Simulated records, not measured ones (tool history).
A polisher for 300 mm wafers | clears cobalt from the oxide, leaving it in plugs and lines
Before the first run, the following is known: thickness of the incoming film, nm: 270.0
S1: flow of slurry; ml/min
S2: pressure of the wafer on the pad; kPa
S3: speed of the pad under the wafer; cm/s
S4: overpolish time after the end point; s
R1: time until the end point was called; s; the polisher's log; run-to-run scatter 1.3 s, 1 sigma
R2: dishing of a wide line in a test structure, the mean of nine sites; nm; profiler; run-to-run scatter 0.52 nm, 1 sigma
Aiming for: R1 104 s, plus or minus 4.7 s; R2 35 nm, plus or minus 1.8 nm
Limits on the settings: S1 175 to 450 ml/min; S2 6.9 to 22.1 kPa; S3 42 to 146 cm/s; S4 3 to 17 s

Run 1, day 0: S1 290 ml/min, S2 14.5 kPa, S3 94 cm/s, S4 9 s. Result: R1 64.29 s, R2 33.875 nm.
Run 2, day 0.029: S1 260 ml/min, S2 14.5 kPa, S3 94 cm/s, S4 9 s. Result: R1 64.562 s, R2 34.745 nm.
Run 3, day 0.367: S1 260 ml/min, S2 13.8 kPa, S3 94 cm/s, S4 10 s. Result: R1 66.608 s, R2 35.593 nm.
Run 4, day 0.696: S1 260 ml/min, S2 13.1 kPa, S3 94 cm/s, S4 11 s. Result: R1 70.482 s, R2 36.716 nm.
Run 5, day 1.062: S1 260 ml/min, S2 12.4 kPa, S3 94 cm/s, S4 11 s. Result: R1 71.339 s, R2 35.845 nm.
Run 6, day 1.442: S1 260 ml/min, S2 11.7 kPa, S3 92 cm/s, S4 12 s. Result: R1 75.49 s, R2 37.999 nm.
Run 7, day 1.671: S1 260 ml/min, S2 11 kPa, S3 92 cm/s, S4 12 s. Result: R1 80.202 s, R2 36.524 nm.
Run 8, day 1.825: S1 260 ml/min, S2 10.3 kPa, S3 92 cm/s, S4 12 s. Result: R1 81.092 s, R2 35.078 nm.
Run 9, day 2.117: S1 260 ml/min, S2 9.7 kPa, S3 92 cm/s, S4 12 s. Result: R1 85.584 s, R2 34.365 nm.
Run 10, day 2.292: S1 260 ml/min, S2 8.3 kPa, S3 90 cm/s, S4 13 s. Result: R1 97.508 s, R2 33.334 nm.

Pick the move, out of 5, that brings all results within their allowed miss; only one does.
Run A, day 2.467: S1 195 ml/min, S2 6.9 kPa, S3 96 cm/s, S4 17 s. Result: R1 ?, R2 ?.
Run B, day 2.467: S1 245 ml/min, S2 10.3 kPa, S3 86 cm/s, S4 13 s. Result: R1 ?, R2 ?.
Run C, day 2.467: S1 280 ml/min, S2 6.9 kPa, S3 94 cm/s, S4 15 s. Result: R1 ?, R2 ?.
Run D, day 2.467: S1 240 ml/min, S2 9 kPa, S3 94 cm/s, S4 13 s. Result: R1 ?, R2 ?.
Run E, day 2.467: S1 235 ml/min, S2 9 kPa, S3 94 cm/s, S4 15 s. Result: R1 ?, R2 ?.

move      R1      R2
   A  105.17  37.691
   B  90.068  34.524
   C  104.83  34.319
   D  90.665  34.347
   E   90.79  38.286
A: puts the biggest miss on target and leaves a different result outside tolerance
B: lands further from the targets than the last run did
C: all results land within tolerance of their targets
D: lands further from the targets than the last run did
E: lands further from the targets than the last run did
The right move is C.
